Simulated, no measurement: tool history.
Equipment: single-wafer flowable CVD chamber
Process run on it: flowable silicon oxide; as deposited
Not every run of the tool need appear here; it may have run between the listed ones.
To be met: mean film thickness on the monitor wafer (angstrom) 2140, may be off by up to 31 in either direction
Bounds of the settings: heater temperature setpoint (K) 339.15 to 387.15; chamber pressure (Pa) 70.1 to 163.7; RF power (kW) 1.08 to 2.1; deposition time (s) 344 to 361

| run | hour | heater temperature setpoint (K) | chamber pressure (Pa) | RF power (kW) | deposition time (s) | mean film thickness on the monitor wafer (angstrom) |
|---|---|---|---|---|---|---|
| 1 | 0 | 363.15 | 116.9 | 1.59 | 361 | 3211.4 |
| 2 | 9 | 363.15 | 116.9 | 1.59 | 344 | 3090.3 |
| 3 | 15.8 | 363.15 | 116.9 | 1.515 | 344 | 3024.2 |
| 4 | 24.4 | 366.15 | 116.9 | 1.515 | 344 | 2799.3 |
| 5 | 33.2 | 368.15 | 116.9 | 1.515 | 344 | 2622.6 |
| 6 | 36.8 | 370.15 | 116.9 | 1.515 | 344 | 2484.5 |
| 7 | 44.6 | 371.15 | 116.9 | 1.515 | 344 | 2398.7 |
| 8 | 46 | 372.15 | 116.9 | 1.515 | 344 | 2333 |
| 9 | 51.2 | 373.15 | 116.9 | 1.515 | 344 | 2269.1 |
| 10 | 51.9 | 374.15 | 116.9 | 1.515 | 344 | 2209.8 |

Exactly one of the 4 candidate moves below puts every result within its allowed miss. Which one?
| A | 52.6 | 377.15 | 117.3 | 1.53 | 360 | ? |
| B | 52.6 | 379.15 | 126.8 | 1.48 | 350 | ? |
| C | 52.6 | 375.15 | 122.3 | 1.495 | 351 | ? |
| D | 52.6 | 379.15 | 123.9 | 1.535 | 349 | ? |

| move | mean film thickness on the monitor wafer (angstrom) |
|---|---|
| A | 2128.4 |
| B | 2087.1 |
| C | 2281.6 |
| D | 2048.6 |
A: all results land within tolerance of their targets
B: takes the biggest miss from the last run beyond its target
C: lands further from the targets than the last run did
D: takes the biggest miss from the last run beyond its target
A meets every target.
